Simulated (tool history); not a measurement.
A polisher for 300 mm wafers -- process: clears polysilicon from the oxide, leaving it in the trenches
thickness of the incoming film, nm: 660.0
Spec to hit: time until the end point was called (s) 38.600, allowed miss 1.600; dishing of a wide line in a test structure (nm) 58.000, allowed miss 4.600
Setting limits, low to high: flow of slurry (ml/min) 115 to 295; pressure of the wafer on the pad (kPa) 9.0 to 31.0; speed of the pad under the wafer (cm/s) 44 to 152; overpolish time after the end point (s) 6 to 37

| run | day | flow of slurry (ml/min) | pressure of the wafer on the pad (kPa) | speed of the pad under the wafer (cm/s) | overpolish time after the end point (s) | time until the end point was called (s) | dishing of a wide line in a test structure (nm) |
|---|---|---|---|---|---|---|---|
| 1 | 0.000 | 190 | 20.0 | 98 | 19 | 38.086 | 80.709 |
| 2 | 0.350 | 190 | 15.9 | 98 | 19 | 46.826 | 77.053 |
| 3 | 0.479 | 195 | 15.2 | 104 | 17 | 46.735 | 75.630 |
| 4 | 0.704 | 195 | 11.0 | 104 | 17 | 62.532 | 70.487 |
| 5 | 0.996 | 195 | 11.0 | 120 | 17 | 54.735 | 72.723 |
| 6 | 1.046 | 215 | 11.7 | 124 | 15 | 49.178 | 75.097 |
| 7 | 1.158 | 195 | 12.4 | 126 | 13 | 47.328 | 71.979 |
| 8 | 1.212 | 180 | 13.1 | 128 | 12 | 44.727 | 74.271 |
| 9 | 1.321 | 170 | 13.1 | 132 | 11 | 44.323 | 70.195 |
| 10 | 1.512 | 160 | 13.1 | 136 | 10 | 42.803 | 69.199 |
| 11 | 1.838 | 150 | 13.1 | 140 | 9 | 42.844 | 68.212 |
| 12 | 2.058 | 145 | 13.1 | 142 | 8 | 42.595 | 62.873 |
| 13 | 2.350 | 140 | 13.1 | 142 | 8 | 42.012 | 62.212 |
| 14 | 2.550 | 135 | 13.1 | 142 | 8 | 43.627 | 64.938 |
|  | 2.733 | slurry nozzle cleaned |
| 15 | 2.733 | 130 | 13.1 | 144 | 8 | 40.416 | 63.168 |
| 16 | 3.092 | 125 | 13.1 | 146 | 8 | 39.607 | 64.482 |
| 17 | 3.158 | 125 | 13.1 | 148 | 8 | 39.819 | 67.782 |
| 18 | 3.475 | 125 | 13.8 | 144 | 8 | 39.032 | 67.250 |
| 19 | 3.567 | 125 | 13.8 | 146 | 8 | 37.941 | 67.571 |

5 next moves are on the table. One of them brings every result within its allowed miss. Which?
| A | 3.658 | 165 | 13.8 | 128 | 24 | ? | ? |
| B | 3.658 | 115 | 16.5 | 140 | 9 | ? | ? |
| C | 3.658 | 165 | 14.5 | 130 | 13 | ? | ? |
| D | 3.658 | 120 | 14.5 | 152 | 6 | ? | ? |
| E | 3.658 | 115 | 13.8 | 148 | 6 | ? | ? |

| move | time until the end point was called (s) | dishing of a wide line in a test structure (nm) |
|---|---|---|
| A | 41.156 | 79.801 |
| B | 34.312 | 70.940 |
| C | 38.686 | 75.251 |
| D | 35.583 | 60.034 |
| E | 38.714 | 57.637 |
A: further off than the last run
B: further off than the last run
C: further off than the last run
D: puts the biggest miss on target and leaves a different result outside tolerance
E: hits every target within its allowed miss
Correct choice: E, which meets every target

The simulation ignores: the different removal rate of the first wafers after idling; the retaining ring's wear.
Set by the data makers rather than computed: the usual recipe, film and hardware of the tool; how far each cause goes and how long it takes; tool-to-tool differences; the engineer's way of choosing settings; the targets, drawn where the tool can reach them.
